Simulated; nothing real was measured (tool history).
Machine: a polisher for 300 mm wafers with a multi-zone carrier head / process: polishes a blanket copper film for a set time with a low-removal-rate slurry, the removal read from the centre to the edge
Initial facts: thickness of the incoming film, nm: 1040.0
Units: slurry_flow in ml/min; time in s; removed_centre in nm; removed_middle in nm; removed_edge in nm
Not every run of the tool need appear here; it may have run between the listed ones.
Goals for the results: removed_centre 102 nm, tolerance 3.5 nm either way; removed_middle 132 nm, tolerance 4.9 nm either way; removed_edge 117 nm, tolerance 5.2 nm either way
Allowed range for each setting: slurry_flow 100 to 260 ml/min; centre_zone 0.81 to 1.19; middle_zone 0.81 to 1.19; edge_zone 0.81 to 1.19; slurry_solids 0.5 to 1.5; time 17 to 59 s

| run | day | slurry_flow | centre_zone | middle_zone | edge_zone | slurry_solids | time | removed_centre | removed_middle | removed_edge |
|---|---|---|---|---|---|---|---|---|---|---|
| 1 | 0 | 165 | 1 | 1 | 1 | 1 | 38 | 174.58 | 181.57 | 176.38 |
| 2 | 0.233 | 155 | 0.94 | 1.01 | 0.96 | 0.85 | 35 | 144.37 | 160.23 | 154.31 |
| 3 | 0.512 | 180 | 0.94 | 1.01 | 0.96 | 0.85 | 35 | 148.44 | 167.3 | 158.02 |
| 4 | 0.846 | 170 | 0.91 | 1.03 | 0.92 | 0.75 | 33 | 133.48 | 154.73 | 138.36 |
| 5 | 1.183 | 155 | 0.88 | 1.04 | 0.92 | 0.65 | 32 | 119.55 | 141.46 | 134.16 |
| 6 | 1.371 | 145 | 0.86 | 1.06 | 0.89 | 0.6 | 32 | 113.9 | 142.17 | 126.97 |
| 7 | 1.6 | 135 | 0.85 | 1.06 | 0.87 | 0.55 | 32 | 104.6 | 135.45 | 123.99 |
| 8 | 1.629 | 135 | 0.86 | 1.06 | 0.85 | 0.55 | 32 | 108.88 | 139.45 | 120.59 |
| 9 | 1.754 | 125 | 0.86 | 1.05 | 0.85 | 0.55 | 32 | 107.18 | 132.67 | 119.33 |

Exactly one of the 4 candidate moves below puts every result within its allowed miss. Which one?
| A | 1.879 | 135 | 0.91 | 1 | 0.81 | 0.65 | 31 | ? | ? | ? |
| B | 1.879 | 105 | 0.91 | 1.02 | 0.81 | 0.55 | 34 | ? | ? | ? |
| C | 1.879 | 120 | 0.88 | 1.1 | 0.92 | 0.5 | 31 | ? | ? | ? |
| D | 1.879 | 115 | 0.84 | 1.02 | 0.87 | 0.55 | 34 | ? | ? | ? |

| move | removed_centre | removed_middle | removed_edge |
|---|---|---|---|
| A | 113.13 | 130.41 | 118.96 |
| B | 110.94 | 131.33 | 120.39 |
| C | 100.81 | 130.81 | 115.85 |
| D | 105.74 | 135.18 | 125.77 |
A: further off than the last run
B: further off than the last run
C: each result inside its tolerance
D: further off than the last run
So the answer is move C, the one that meets all the targets.

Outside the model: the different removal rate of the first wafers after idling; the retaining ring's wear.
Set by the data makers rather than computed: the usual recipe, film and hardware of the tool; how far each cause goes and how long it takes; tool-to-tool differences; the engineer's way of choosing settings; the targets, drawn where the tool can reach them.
